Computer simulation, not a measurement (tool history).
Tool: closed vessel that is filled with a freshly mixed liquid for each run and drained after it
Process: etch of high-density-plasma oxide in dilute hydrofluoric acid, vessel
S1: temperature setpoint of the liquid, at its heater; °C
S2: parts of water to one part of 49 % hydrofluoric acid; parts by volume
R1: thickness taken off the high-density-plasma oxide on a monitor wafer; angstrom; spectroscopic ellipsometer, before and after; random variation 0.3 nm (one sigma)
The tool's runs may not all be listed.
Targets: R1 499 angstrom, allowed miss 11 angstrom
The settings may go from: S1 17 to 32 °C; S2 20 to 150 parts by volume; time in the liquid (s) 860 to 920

{"run": 1, "hour": 0.0, "S1": 24, "S2": 85, "time in the liquid (s)": 860, "R1": 583.92}
{"run": 2, "hour": 0.8, "S1": 23, "S2": 85, "time in the liquid (s)": 860, "R1": 567.23}
{"run": 3, "hour": 4.3, "S1": 22, "S2": 85, "time in the liquid (s)": 860, "R1": 545.01}
{"run": 4, "hour": 8.0, "S1": 25.5, "S2": 85, "time in the liquid (s)": 860, "R1": 630.6}
{"run": 5, "hour": 8.7, "S1": 25.5, "S2": 75, "time in the liquid (s)": 860, "R1": 715.34}
{"run": 6, "hour": 14.8, "S1": 25.5, "S2": 75, "time in the liquid (s)": 860, "R1": 723.27}
{"run": 7, "hour": 22.1, "S1": 23, "S2": 75, "time in the liquid (s)": 860, "R1": 651.46}
{"run": 8, "hour": 24.9, "S1": 19, "S2": 80, "time in the liquid (s)": 860, "R1": 511.49}

4 next moves are on the table. One of them brings every result within its allowed miss. Which?
{"run": "A", "hour": 27.7, "S1": 17.5, "S2": 75, "time in the liquid (s)": 885, "R1": "?"}
{"run": "B", "hour": 27.7, "S1": 19, "S2": 80, "time in the liquid (s)": 885, "R1": "?"}
{"run": "C", "hour": 27.7, "S1": 17, "S2": 75, "time in the liquid (s)": 890, "R1": "?"}
{"run": "D", "hour": 27.7, "S1": 20, "S2": 90, "time in the liquid (s)": 920, "R1": "?"}

move=A R1=529.95
move=B R1=526.45
move=C R1=521.68
move=D R1=501.46
A: further off than the last run
B: further off than the last run
C: further off than the last run
D: meets every target
Answer: D
